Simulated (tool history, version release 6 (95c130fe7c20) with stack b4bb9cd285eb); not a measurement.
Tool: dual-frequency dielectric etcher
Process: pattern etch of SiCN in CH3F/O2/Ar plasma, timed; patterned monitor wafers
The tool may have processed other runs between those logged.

run	hour	source power (W)	bias power (W)	etch time (s)	mean etch depth across the wafer (angstrom)
1	0.0	320	65	57.0	190.18
2	6.8	350	65	57.0	193.88
3	14.4	360	67	57.0	197.31
4	18.6	370	68	57.0	200.25
5	22.2	340	68	57.0	195.95
6	30.3	350	69	57.0	198.11
7	35.1	360	70	57.0	199.58
8	37.8	360	70	57.0	200.70
# hour 43.2: wet clean of the chamber
9	43.2	370	71	57.0	209.78
10	45.9	380	71	57.0	210.60

Run 11 is up next; what results do you expect?
11	49.7	400	72	57.0	?

mean etch depth across the wafer (angstrom): 213.77
